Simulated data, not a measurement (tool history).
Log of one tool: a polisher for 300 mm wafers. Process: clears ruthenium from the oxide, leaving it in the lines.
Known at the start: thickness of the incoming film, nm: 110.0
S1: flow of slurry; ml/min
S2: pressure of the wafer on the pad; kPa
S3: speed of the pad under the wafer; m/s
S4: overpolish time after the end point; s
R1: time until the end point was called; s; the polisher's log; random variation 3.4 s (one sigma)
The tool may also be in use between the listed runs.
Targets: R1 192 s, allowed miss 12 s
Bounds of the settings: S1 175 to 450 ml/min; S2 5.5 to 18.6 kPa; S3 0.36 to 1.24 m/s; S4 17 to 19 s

run	hour	S1	S2	S3	S4	R1
1	0	290	11.7	0.8	17	134.28
2	6.2	315	11.7	0.8	17	132.63
3	8.4	315	11	0.8	17	136.44
4	11.6	310	9.7	0.78	17	155.68
5	15.5	310	9.7	0.68	17	168.84
6	18.1	310	9.7	0.8	17	157.16
7	21.3	310	9	0.8	17	161.77
8	27.7	310	8.3	0.8	17	166.99

4 next moves are on the table. One of them brings every result within its allowed miss. Which?
A	34.1	300	6.9	0.78	17	?
B	34.1	350	11.7	0.72	19	?
C	34.1	275	10.3	0.76	19	?
D	34.1	300	8.3	0.9	17	?

move	R1
A	195.85
B	137.03
C	148.93
D	154.43
A: meets every target
B: further off than the last run
C: further off than the last run
D: further off than the last run
Move A is the one to make.

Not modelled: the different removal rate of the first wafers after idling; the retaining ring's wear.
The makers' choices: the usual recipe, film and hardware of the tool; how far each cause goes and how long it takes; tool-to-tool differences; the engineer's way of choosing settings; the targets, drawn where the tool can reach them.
